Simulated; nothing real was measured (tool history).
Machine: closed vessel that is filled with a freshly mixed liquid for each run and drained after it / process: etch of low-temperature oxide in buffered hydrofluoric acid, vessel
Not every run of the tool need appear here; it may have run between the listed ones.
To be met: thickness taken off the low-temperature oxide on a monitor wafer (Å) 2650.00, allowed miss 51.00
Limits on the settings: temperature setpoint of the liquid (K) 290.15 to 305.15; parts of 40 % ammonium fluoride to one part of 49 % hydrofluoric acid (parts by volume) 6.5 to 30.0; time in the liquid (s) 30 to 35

run,hour,temperature setpoint of the liquid (K),parts of 40 % ammonium fluoride to one part of 49 % hydrofluoric acid (parts by volume),time in the liquid (s),thickness taken off the low-temperature oxide on a monitor wafer (Å)
1,0.0,297.15,19.5,35,1003.10
2,1.2,300.15,19.5,35,1190.60
3,8.8,300.15,19.5,35,1197.30
4,12.7,300.15,25.0,35,998.09
5,14.7,300.15,25.0,30,845.70
6,22.9,300.15,29.0,30,763.97
7,30.4,301.65,22.0,30,1004.10
8,32.4,305.15,15.5,35,1938.80
9,33.5,305.15,13.5,35,2228.10
10,36.4,305.15,13.5,35,2226.90
11,37.6,305.15,9.0,35,3190.20
12,45.9,303.65,9.0,35,2950.90
13,47.9,302.65,9.0,35,2811.40
14,53.8,302.15,9.0,35,2719.20
15,59.3,302.15,9.0,35,2738.30

Which of these 5 next moves meets every target?
A,64.8,305.15,10.5,35,?
B,64.8,295.65,7.0,35,?
C,64.8,303.65,11.0,35,?
D,64.8,303.15,10.5,35,?
E,64.8,303.65,10.5,35,?

move,thickness taken off the low-temperature oxide on a monitor wafer (Å)
A,2848.40
B,2522.60
C,2518.00
D,2566.40
E,2634.50
A: the biggest miss grows against the last run
B: moves the result that the last run missed by most past its target, out the other side
C: moves the result that the last run missed by most past its target, out the other side
D: moves the result that the last run missed by most past its target, out the other side
E: in spec on every target
Move E is the one to make.
